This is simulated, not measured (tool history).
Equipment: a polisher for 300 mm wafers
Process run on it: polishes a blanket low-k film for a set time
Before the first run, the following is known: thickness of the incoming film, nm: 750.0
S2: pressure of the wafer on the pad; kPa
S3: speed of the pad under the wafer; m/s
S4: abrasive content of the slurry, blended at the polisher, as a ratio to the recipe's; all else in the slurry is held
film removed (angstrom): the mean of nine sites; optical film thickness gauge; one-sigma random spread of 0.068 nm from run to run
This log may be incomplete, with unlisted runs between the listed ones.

Run 1, hour 0: flow of slurry (ml/min) 195, S2 13.8 kPa, S3 1.26 m/s, S4 1, polishing time (s) 18. Result: film removed (angstrom) 75.972.
Run 2, hour 2.2: flow of slurry (ml/min) 195, S2 13.1 kPa, S3 1.26 m/s, S4 1, polishing time (s) 18. Result: film removed (angstrom) 74.673.
Run 3, hour 3.9: flow of slurry (ml/min) 195, S2 13.1 kPa, S3 1.12 m/s, S4 1, polishing time (s) 18. Result: film removed (angstrom) 68.047.
Run 4, hour 5.3: flow of slurry (ml/min) 195, S2 13.1 kPa, S3 1.12 m/s, S4 1.2, polishing time (s) 18. Result: film removed (angstrom) 74.715.
Run 5, hour 5.9: flow of slurry (ml/min) 195, S2 12.4 kPa, S3 1.12 m/s, S4 1.2, polishing time (s) 18. Result: film removed (angstrom) 69.954.
Run 6, hour 12.4: flow of slurry (ml/min) 195, S2 14.5 kPa, S3 1.12 m/s, S4 1.2, polishing time (s) 18. Result: film removed (angstrom) 80.414.
Run 7, hour 15.3: flow of slurry (ml/min) 195, S2 13.8 kPa, S3 1.12 m/s, S4 1.2, polishing time (s) 18. Result: film removed (angstrom) 76.348.

Predict the results of run 8:
Run 8, hour 19.9: flow of slurry (ml/min) 195, S2 13.1 kPa, S3 1.12 m/s, S4 1.2, polishing time (s) 18. Result: film removed (angstrom) ?.

Run 8 measured film removed (angstrom) 73.572.
